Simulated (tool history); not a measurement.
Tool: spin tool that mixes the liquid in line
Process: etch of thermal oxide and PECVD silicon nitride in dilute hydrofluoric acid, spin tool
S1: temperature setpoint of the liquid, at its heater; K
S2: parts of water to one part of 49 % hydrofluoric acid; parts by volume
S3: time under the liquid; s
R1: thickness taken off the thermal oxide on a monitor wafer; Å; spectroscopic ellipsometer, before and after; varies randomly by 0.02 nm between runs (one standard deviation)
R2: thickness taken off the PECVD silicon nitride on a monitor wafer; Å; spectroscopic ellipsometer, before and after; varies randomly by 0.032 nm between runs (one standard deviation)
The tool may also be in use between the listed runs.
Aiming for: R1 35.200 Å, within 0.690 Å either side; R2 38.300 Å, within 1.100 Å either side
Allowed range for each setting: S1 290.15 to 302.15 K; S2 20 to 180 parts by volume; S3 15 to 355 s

{"run": 1, "hour": 0.0, "S1": 294.15, "S2": 100, "S3": 180, "R1": 72.738, "R2": 73.341}
{"run": 2, "hour": 5.7, "S1": 294.15, "S2": 85, "S3": 180, "R1": 87.403, "R2": 87.031}
{"run": 3, "hour": 10.4, "S1": 294.15, "S2": 110, "S3": 180, "R1": 65.748, "R2": 67.574}
{"run": 4, "hour": 13.0, "S1": 293.65, "S2": 125, "S3": 180, "R1": 55.023, "R2": 58.139}
{"run": 5, "hour": 19.7, "S1": 293.65, "S2": 125, "S3": 140, "R1": 43.0, "R2": 45.021}
{"run": 6, "hour": 25.5, "S1": 293.65, "S2": 130, "S3": 145, "R1": 42.795, "R2": 45.224}
{"run": 7, "hour": 34.3, "S1": 293.65, "S2": 135, "S3": 150, "R1": 41.841, "R2": 44.868}
{"run": 8, "hour": 37.1, "S1": 293.15, "S2": 140, "S3": 150, "R1": 39.304, "R2": 42.156}
{"run": 9, "hour": 40.9, "S1": 293.15, "S2": 145, "S3": 150, "R1": 38.562, "R2": 40.507}
{"run": 10, "hour": 47.8, "S1": 293.15, "S2": 150, "S3": 150, "R1": 36.757, "R2": 39.302}
{"run": 11, "hour": 55.8, "S1": 293.15, "S2": 150, "S3": 150, "R1": 36.435, "R2": 38.225}
{"run": 12, "hour": 61.2, "S1": 293.65, "S2": 150, "S3": 150, "R1": 37.688, "R2": 40.197}
{"run": 13, "hour": 62.1, "S1": 294.15, "S2": 160, "S3": 155, "R1": 36.825, "R2": 40.837}
{"run": 14, "hour": 68.8, "S1": 293.65, "S2": 160, "S3": 155, "R1": 36.045, "R2": 39.513}

4 candidate next runs follow, results not yet known. Just one meets every target within its allowed miss. Identify it.
{"run": "A", "hour": 75.5, "S1": 297.15, "S2": 180, "S3": 145, "R1": "?", "R2": "?"}
{"run": "B", "hour": 75.5, "S1": 297.15, "S2": 175, "S3": 140, "R1": "?", "R2": "?"}
{"run": "C", "hour": 75.5, "S1": 294.65, "S2": 135, "S3": 120, "R1": "?", "R2": "?"}
{"run": "D", "hour": 75.5, "S1": 293.65, "S2": 180, "S3": 185, "R1": "?", "R2": "?"}

move=A R1=33.001 R2=40.971
move=B R1=32.955 R2=40.677
move=C R1=34.750 R2=38.254
move=D R1=36.841 R2=41.672
A: carries the result that was furthest off beyond its target, to the other side
B: carries the result that was furthest off beyond its target, to the other side
C: all results land within tolerance of their targets
D: its largest miss is bigger than the last run's
Correct choice: C, which meets every target
